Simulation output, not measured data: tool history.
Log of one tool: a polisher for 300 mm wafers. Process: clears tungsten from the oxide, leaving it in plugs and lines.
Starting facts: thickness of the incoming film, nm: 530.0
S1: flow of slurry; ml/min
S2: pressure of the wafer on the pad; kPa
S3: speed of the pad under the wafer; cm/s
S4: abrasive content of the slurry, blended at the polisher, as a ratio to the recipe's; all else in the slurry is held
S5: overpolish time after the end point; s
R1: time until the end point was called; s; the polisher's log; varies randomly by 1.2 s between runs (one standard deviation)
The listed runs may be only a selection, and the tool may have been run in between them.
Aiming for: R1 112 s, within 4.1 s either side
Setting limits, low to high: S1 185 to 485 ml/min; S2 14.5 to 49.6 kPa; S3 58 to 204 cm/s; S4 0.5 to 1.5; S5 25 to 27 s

run	hour	S1	S2	S3	S4	S5	R1
1	0	310	31.7	130	1	25	79.565
2	4.8	310	31.7	130	1	27	77.373
3	5.5	310	31.7	130	0.9	27	81.751
4	9.9	310	35.2	130	0.9	27	71.662
5	18.5	310	35.2	130	1	27	69.574
6	19.1	365	35.2	130	1	27	69.763
7	25.3	365	26.2	126	1	27	95.851
8	27.8	365	25.5	126	1	27	98.936
9	32.6	365	24.8	126	1	27	100.38
10	33.1	365	24.1	126	1	27	102.19
11	38.5	365	23.4	126	1	27	107.82

Of the 4 settings listed for the next run, only one would bring every result within its allowed miss of target. Which one?
A	43.9	410	26.2	106	0.95	25	?
B	43.9	325	22.1	142	1	27	?
C	43.9	390	21.4	152	0.95	25	?
D	43.9	460	18.6	158	1	27	?

move	R1
A	113.49
B	101.05
C	97.656
D	104.37
A: all results in spec
B: further off than the last run
C: further off than the last run
D: further off than the last run
A meets every target.
